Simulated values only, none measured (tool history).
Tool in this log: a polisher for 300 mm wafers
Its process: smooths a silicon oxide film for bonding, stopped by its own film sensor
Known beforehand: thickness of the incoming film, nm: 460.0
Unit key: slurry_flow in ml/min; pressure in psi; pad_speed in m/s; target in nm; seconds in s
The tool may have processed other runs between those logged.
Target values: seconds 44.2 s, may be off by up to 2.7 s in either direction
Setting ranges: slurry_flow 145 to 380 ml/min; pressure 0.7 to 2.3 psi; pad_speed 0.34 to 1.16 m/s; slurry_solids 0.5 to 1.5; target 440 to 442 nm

run	hour	slurry_flow	pressure	pad_speed	slurry_solids	target	seconds
1	0	245	1.5	0.74	1	440	60.863
2	2.2	245	1.5	0.74	1	440	61.684
3	7.2	245	1.5	0.74	1	440	60.865
4	10	245	1.7	0.74	1	440	53.528
5	11.4	265	1.7	0.74	1	440	53.845
6	13.1	265	1.7	0.74	0.9	440	56.503
7	18.7	265	1.8	0.74	0.9	440	53.869
8	25.5	265	2	0.76	0.9	440	49.159

Which one of the following 4 next-run settings gets every result inside its allowed miss? There is exactly one.
A	32.3	290	2	0.66	0.9	440	?
B	32.3	290	2.2	0.68	0.85	442	?
C	32.3	220	2.1	0.84	0.95	442	?
D	32.3	245	2	0.7	0.7	442	?

move	seconds
A	52.58
B	43.383
C	37.591
D	51.781
A: lands further from the targets than the last run did
B: all results land within tolerance of their targets
C: moves the result that the last run missed by most past its target, out the other side
D: lands further from the targets than the last run did
Move B is the one to make.
